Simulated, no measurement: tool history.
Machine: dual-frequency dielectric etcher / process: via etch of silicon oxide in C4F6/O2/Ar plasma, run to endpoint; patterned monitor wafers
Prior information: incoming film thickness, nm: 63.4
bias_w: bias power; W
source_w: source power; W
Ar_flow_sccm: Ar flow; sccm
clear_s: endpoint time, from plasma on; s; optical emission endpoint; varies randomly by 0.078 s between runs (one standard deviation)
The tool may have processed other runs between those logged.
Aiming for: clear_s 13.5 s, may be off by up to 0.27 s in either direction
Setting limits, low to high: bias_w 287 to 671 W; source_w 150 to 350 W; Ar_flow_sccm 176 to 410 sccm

Run 1, hour 0: bias_w 479 W, source_w 250 W, Ar_flow_sccm 293 sccm. Result: clear_s 16.251 s.
Run 2, hour 5.2: bias_w 520 W, source_w 260 W, Ar_flow_sccm 290 sccm. Result: clear_s 15.558 s.
Run 3, hour 13.5: bias_w 520 W, source_w 280 W, Ar_flow_sccm 290 sccm. Result: clear_s 14.682 s.
Run 4, hour 17.9: bias_w 520 W, source_w 300 W, Ar_flow_sccm 290 sccm. Result: clear_s 14.349 s.
Run 5, hour 18.5: bias_w 520 W, source_w 300 W, Ar_flow_sccm 242 sccm. Result: clear_s 13.914 s.
Run 6, hour 23.6: bias_w 457 W, source_w 300 W, Ar_flow_sccm 242 sccm. Result: clear_s 14.621 s.
Run 7, hour 26.7: bias_w 478 W, source_w 300 W, Ar_flow_sccm 242 sccm. Result: clear_s 14.275 s.
Run 8, hour 31.7: bias_w 478 W, source_w 300 W, Ar_flow_sccm 242 sccm. Result: clear_s 14.27 s.

Which of these 4 next moves meets every target?
Run A, hour 36.7: bias_w 444 W, source_w 300 W, Ar_flow_sccm 249 sccm. Result: clear_s ?.
Run B, hour 36.7: bias_w 470 W, source_w 340 W, Ar_flow_sccm 227 sccm. Result: clear_s ?.
Run C, hour 36.7: bias_w 510 W, source_w 300 W, Ar_flow_sccm 263 sccm. Result: clear_s ?.
Run D, hour 36.7: bias_w 487 W, source_w 290 W, Ar_flow_sccm 223 sccm. Result: clear_s ?.

move  clear_s
   A   14.537
   B   13.267
   C   14.018
   D   14.183
A: further off than the last run
B: meets every target
C: gains on the last run, yet a result remains outside its allowed miss
D: gains on the last run, yet a result remains outside its allowed miss
Move B is the one to make.
